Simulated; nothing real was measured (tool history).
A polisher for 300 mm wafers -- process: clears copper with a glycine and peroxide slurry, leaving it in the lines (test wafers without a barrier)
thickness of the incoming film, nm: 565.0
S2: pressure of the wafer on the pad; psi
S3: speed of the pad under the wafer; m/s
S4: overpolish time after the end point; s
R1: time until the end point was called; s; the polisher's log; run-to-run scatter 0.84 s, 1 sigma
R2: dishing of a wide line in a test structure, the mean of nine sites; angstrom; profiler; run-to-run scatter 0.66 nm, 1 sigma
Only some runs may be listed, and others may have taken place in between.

run 1 hour=0.0 | flow_of_slurry_(ml/min)=300 S2=3.0 S3=1.02 S4=25 | R1=116.790 R2=638.01
run 2 hour=5.1 | flow_of_slurry_(ml/min)=300 S2=3.0 S3=0.80 S4=25 | R1=135.740 R2=600.38
run 3 hour=12.6 | flow_of_slurry_(ml/min)=290 S2=3.1 S3=0.84 S4=23 | R1=129.660 R2=584.91
run 4 hour=15.6 | flow_of_slurry_(ml/min)=290 S2=3.1 S3=0.84 S4=13 | R1=129.620 R2=378.00
run 5 hour=21.7 | flow_of_slurry_(ml/min)=290 S2=3.3 S3=0.84 S4=13 | R1=123.490 R2=401.96
run 6 hour=29.6 | flow_of_slurry_(ml/min)=290 S2=3.5 S3=0.84 S4=13 | R1=117.300 R2=403.62
run 7 hour=38.0 | flow_of_slurry_(ml/min)=295 S2=4.3 S3=0.88 S4=15 | R1=94.873 R2=552.23
run 8 hour=43.7 | flow_of_slurry_(ml/min)=295 S2=4.3 S3=0.88 S4=14 | R1=95.656 R2=503.35

Run 9 has not been measured yet. What should we expect?
run 9 hour=48.0 | flow_of_slurry_(ml/min)=295 S2=4.5 S3=0.90 S4=12 | R1=? R2=?

{"run 9": {"R1": 89.038, "R2": 480.31}}

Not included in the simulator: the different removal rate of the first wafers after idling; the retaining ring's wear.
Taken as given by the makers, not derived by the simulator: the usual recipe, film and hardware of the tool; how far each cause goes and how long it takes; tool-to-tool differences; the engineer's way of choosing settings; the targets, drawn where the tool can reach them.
